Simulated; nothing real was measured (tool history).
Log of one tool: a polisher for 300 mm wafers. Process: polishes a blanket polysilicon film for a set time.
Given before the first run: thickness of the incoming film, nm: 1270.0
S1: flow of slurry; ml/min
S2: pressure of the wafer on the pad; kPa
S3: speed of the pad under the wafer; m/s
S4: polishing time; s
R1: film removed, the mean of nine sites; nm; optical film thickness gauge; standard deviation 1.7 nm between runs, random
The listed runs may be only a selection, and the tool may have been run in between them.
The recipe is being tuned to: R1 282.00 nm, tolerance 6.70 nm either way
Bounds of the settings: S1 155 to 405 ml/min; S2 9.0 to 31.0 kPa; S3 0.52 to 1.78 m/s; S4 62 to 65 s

{"run": 1, "day": 0.0, "S1": 260, "S2": 20.0, "S3": 1.14, "S4": 62, "R1": 579.36}
{"run": 2, "day": 0.204, "S1": 255, "S2": 17.2, "S3": 1.1, "S4": 62, "R1": 481.07}
{"run": 3, "day": 0.512, "S1": 250, "S2": 15.2, "S3": 1.08, "S4": 62, "R1": 423.77}
{"run": 4, "day": 0.596, "S1": 250, "S2": 18.6, "S3": 1.08, "S4": 62, "R1": 514.17}
{"run": 5, "day": 0.796, "S1": 285, "S2": 18.6, "S3": 1.08, "S4": 62, "R1": 516.65}
{"run": 6, "day": 0.867, "S1": 285, "S2": 18.6, "S3": 1.08, "S4": 65, "R1": 537.92}
{"run": 7, "day": 1.196, "S1": 285, "S2": 15.9, "S3": 1.04, "S4": 65, "R1": 443.6}
{"run": 8, "day": 1.483, "S1": 285, "S2": 13.8, "S3": 1.02, "S4": 65, "R1": 382.93}
{"run": 9, "day": 1.812, "S1": 285, "S2": 12.4, "S3": 1.02, "S4": 65, "R1": 346.47}
{"run": 10, "day": 2.096, "S1": 260, "S2": 9.0, "S3": 1.02, "S4": 65, "R1": 251.26}
{"run": 11, "day": 2.462, "S1": 330, "S2": 9.0, "S3": 1.02, "S4": 65, "R1": 256.5}

Which single option among these 5 for the next run brings every result within its allowed miss of target? Just one does.
{"run": "A", "day": 2.829, "S1": 325, "S2": 11.7, "S3": 0.88, "S4": 64, "R1": "?"}
{"run": "B", "day": 2.829, "S1": 345, "S2": 9.7, "S3": 0.9, "S4": 63, "R1": "?"}
{"run": "C", "day": 2.829, "S1": 350, "S2": 10.3, "S3": 1.04, "S4": 65, "R1": "?"}
{"run": "D", "day": 2.829, "S1": 360, "S2": 10.3, "S3": 1.02, "S4": 65, "R1": "?"}
{"run": "E", "day": 2.829, "S1": 290, "S2": 11.0, "S3": 1.0, "S4": 65, "R1": "?"}

move=A R1=283.58
move=B R1=238.37
move=C R1=302.02
move=D R1=296.94
move=E R1=305.18
A: every result within its allowed miss
B: moves away from the targets compared with the last run
C: carries the result that was furthest off beyond its target, to the other side
D: carries the result that was furthest off beyond its target, to the other side
E: carries the result that was furthest off beyond its target, to the other side
Correct choice: A, which meets every target
